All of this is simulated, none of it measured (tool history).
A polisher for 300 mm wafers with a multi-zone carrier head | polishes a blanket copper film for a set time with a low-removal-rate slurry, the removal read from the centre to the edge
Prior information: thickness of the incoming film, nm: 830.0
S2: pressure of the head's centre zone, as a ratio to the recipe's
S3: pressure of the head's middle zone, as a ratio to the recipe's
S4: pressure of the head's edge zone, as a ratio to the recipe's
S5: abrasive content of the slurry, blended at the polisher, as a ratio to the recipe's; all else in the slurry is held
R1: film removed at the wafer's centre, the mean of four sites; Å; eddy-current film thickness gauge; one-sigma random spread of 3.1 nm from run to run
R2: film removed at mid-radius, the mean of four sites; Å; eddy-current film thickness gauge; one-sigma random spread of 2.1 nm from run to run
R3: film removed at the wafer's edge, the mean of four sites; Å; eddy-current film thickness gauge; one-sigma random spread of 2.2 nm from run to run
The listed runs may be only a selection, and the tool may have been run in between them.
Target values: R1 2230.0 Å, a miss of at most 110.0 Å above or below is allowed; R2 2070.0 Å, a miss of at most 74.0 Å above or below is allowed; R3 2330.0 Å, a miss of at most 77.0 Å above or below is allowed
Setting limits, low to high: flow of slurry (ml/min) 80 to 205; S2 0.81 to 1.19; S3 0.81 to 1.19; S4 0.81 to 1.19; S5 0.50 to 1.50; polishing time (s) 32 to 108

{"run": 1, "hour": 0.0, "flow of slurry (ml/min)": 135, "S2": 1.0, "S3": 1.0, "S4": 1.0, "S5": 1.0, "polishing time (s)": 70, "R1": 1710.6, "R2": 1804.3, "R3": 1777.5}
{"run": 2, "hour": 1.9, "flow of slurry (ml/min)": 140, "S2": 1.01, "S3": 0.99, "S4": 1.02, "S5": 1.05, "polishing time (s)": 70, "R1": 1799.0, "R2": 1774.3, "R3": 1779.1}
{"run": 3, "hour": 6.1, "flow of slurry (ml/min)": 140, "S2": 1.0, "S3": 0.98, "S4": 1.03, "S5": 1.1, "polishing time (s)": 72, "R1": 1875.5, "R2": 1884.8, "R3": 1901.1}
{"run": 4, "hour": 12.8, "flow of slurry (ml/min)": 140, "S2": 1.0, "S3": 0.97, "S4": 1.05, "S5": 1.15, "polishing time (s)": 72, "R1": 1892.6, "R2": 1856.6, "R3": 1948.5}
{"run": 5, "hour": 19.4, "flow of slurry (ml/min)": 140, "S2": 1.0, "S3": 0.97, "S4": 1.05, "S5": 1.3, "polishing time (s)": 72, "R1": 1871.3, "R2": 1876.3, "R3": 1982.1}
{"run": 6, "hour": 26.2, "flow of slurry (ml/min)": 115, "S2": 1.0, "S3": 0.97, "S4": 1.05, "S5": 1.3, "polishing time (s)": 72, "R1": 1819.9, "R2": 1814.5, "R3": 1927.1}
{"run": 7, "hour": 31.0, "flow of slurry (ml/min)": 115, "S2": 1.0, "S3": 0.97, "S4": 1.05, "S5": 1.3, "polishing time (s)": 72, "R1": 1860.3, "R2": 1864.5, "R3": 1916.1}
{"run": 8, "hour": 34.7, "flow of slurry (ml/min)": 120, "S2": 1.01, "S3": 0.97, "S4": 1.06, "S5": 1.3, "polishing time (s)": 72, "R1": 1854.5, "R2": 1833.7, "R3": 1936.2}

Of the 4 settings listed for the next run, only one would bring every result within its allowed miss of target. Which one?
{"run": "A", "hour": 38.4, "flow of slurry (ml/min)": 105, "S2": 1.05, "S3": 0.91, "S4": 1.09, "S5": 1.35, "polishing time (s)": 85, "R1": "?", "R2": "?", "R3": "?"}
{"run": "B", "hour": 38.4, "flow of slurry (ml/min)": 115, "S2": 0.86, "S3": 0.81, "S4": 1.17, "S5": 1.5, "polishing time (s)": 88, "R1": "?", "R2": "?", "R3": "?"}
{"run": "C", "hour": 38.4, "flow of slurry (ml/min)": 100, "S2": 0.99, "S3": 1.0, "S4": 1.09, "S5": 1.45, "polishing time (s)": 64, "R1": "?", "R2": "?", "R3": "?"}
{"run": "D", "hour": 38.4, "flow of slurry (ml/min)": 125, "S2": 1.0, "S3": 0.99, "S4": 1.13, "S5": 1.3, "polishing time (s)": 79, "R1": "?", "R2": "?", "R3": "?"}

move=A R1=2194.7 R2=2065.5 R3=2288.7
move=B R1=2021.4 R2=2060.5 R3=2532.4
move=C R1=1585.0 R2=1659.8 R3=1734.0
move=D R1=2015.3 R2=2070.0 R3=2193.0
A: each result inside its tolerance
B: moves the result that the last run missed by most past its target, out the other side
C: misses by more than the last run did
D: nearer the targets than the last run, but a result is still out of spec
The move that meets every target is A.
